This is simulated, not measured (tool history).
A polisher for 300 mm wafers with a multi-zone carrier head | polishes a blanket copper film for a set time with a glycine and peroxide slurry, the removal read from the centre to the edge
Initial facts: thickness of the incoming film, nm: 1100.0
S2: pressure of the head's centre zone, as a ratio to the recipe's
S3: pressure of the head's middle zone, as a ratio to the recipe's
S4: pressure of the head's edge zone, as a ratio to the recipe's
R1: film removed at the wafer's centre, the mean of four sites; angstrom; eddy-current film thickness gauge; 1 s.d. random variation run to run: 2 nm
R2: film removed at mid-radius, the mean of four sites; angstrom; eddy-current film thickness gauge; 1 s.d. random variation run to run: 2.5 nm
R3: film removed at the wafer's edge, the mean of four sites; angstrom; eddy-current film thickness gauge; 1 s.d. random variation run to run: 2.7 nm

Run 1, day 0.000: flow of slurry (ml/min) 250, S2 1.00, S3 1.00, S4 1.00, polishing time (s) 69. Result: R1 2259.3 angstrom, R2 2368.2 angstrom, R3 2486.1 angstrom.
Run 2, day 0.329: flow of slurry (ml/min) 260, S2 1.01, S3 1.02, S4 1.01, polishing time (s) 70. Result: R1 2359.6 angstrom, R2 2433.0 angstrom, R3 2550.5 angstrom.
Run 3, day 0.488: flow of slurry (ml/min) 260, S2 1.01, S3 1.02, S4 1.05, polishing time (s) 70. Result: R1 2348.0 angstrom, R2 2463.7 angstrom, R3 2583.9 angstrom.
Run 4, day 0.838: flow of slurry (ml/min) 260, S2 1.01, S3 1.02, S4 1.08, polishing time (s) 70. Result: R1 2328.9 angstrom, R2 2442.3 angstrom, R3 2603.3 angstrom.
Run 5, day 0.904: flow of slurry (ml/min) 260, S2 0.93, S3 1.02, S4 1.08, polishing time (s) 70. Result: R1 2187.4 angstrom, R2 2474.6 angstrom, R3 2585.4 angstrom.
Run 6, day 1.079: flow of slurry (ml/min) 260, S2 0.88, S3 1.02, S4 1.08, polishing time (s) 70. Result: R1 2080.6 angstrom, R2 2486.2 angstrom, R3 2634.7 angstrom.
Run 7, day 1.133: flow of slurry (ml/min) 270, S2 0.90, S3 1.04, S4 1.08, polishing time (s) 71. Result: R1 2130.6 angstrom, R2 2545.1 angstrom, R3 2651.3 angstrom.
Run 8, day 1.504: flow of slurry (ml/min) 275, S2 0.93, S3 1.06, S4 1.07, polishing time (s) 73. Result: R1 2290.0 angstrom, R2 2651.8 angstrom, R3 2678.1 angstrom.
Run 9, day 1.679: flow of slurry (ml/min) 275, S2 0.94, S3 1.07, S4 1.07, polishing time (s) 75. Result: R1 2392.1 angstrom, R2 2730.5 angstrom, R3 2815.9 angstrom.
At day 1.921: edge zone pressure recalibrated.
Run 10, day 1.921: flow of slurry (ml/min) 285, S2 0.94, S3 1.09, S4 1.04, polishing time (s) 76. Result: R1 2419.6 angstrom, R2 2783.2 angstrom, R3 2719.2 angstrom.

Run 11 comes next. What will it give?
Run 11, day 2.242: flow of slurry (ml/min) 290, S2 0.95, S3 1.10, S4 1.04, polishing time (s) 77. Result: R1 ?, R2 ?, R3 ?.

R1: 2490.6 angstrom
R2: 2857.3 angstrom
R3: 2752.3 angstrom
